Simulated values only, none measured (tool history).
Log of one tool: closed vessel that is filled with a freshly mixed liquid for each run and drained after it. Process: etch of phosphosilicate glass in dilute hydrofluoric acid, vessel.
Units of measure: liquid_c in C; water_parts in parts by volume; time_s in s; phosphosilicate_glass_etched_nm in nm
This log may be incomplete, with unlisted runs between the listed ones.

| run | hour | liquid_c | water_parts | time_s | phosphosilicate_glass_etched_nm |
|---|---|---|---|---|---|
| 1 | 0.0 | 22.0 | 200 | 30 | 7.8478 |
| 2 | 8.7 | 22.0 | 170 | 30 | 9.4695 |
| 3 | 14.9 | 22.0 | 140 | 30 | 11.9780 |
| 4 | 21.1 | 22.0 | 70 | 30 | 25.7580 |
| 5 | 27.7 | 22.0 | 135 | 30 | 12.6160 |
| 6 | 35.8 | 22.0 | 65 | 30 | 28.3880 |
| 7 | 38.1 | 21.5 | 65 | 30 | 27.6920 |
| 8 | 41.4 | 21.5 | 70 | 30 | 25.6540 |
| 9 | 46.3 | 21.0 | 70 | 30 | 24.5050 |
| 10 | 47.7 | 20.5 | 70 | 30 | 24.3310 |
| 11 | 55.7 | 20.0 | 70 | 30 | 24.0780 |
| 12 | 64.5 | 19.5 | 70 | 30 | 23.5730 |

What does the tool deliver on the next run?
| 13 | 67.2 | 18.0 | 75 | 30 | ? |

phosphosilicate_glass_etched_nm: 20.4250 nm
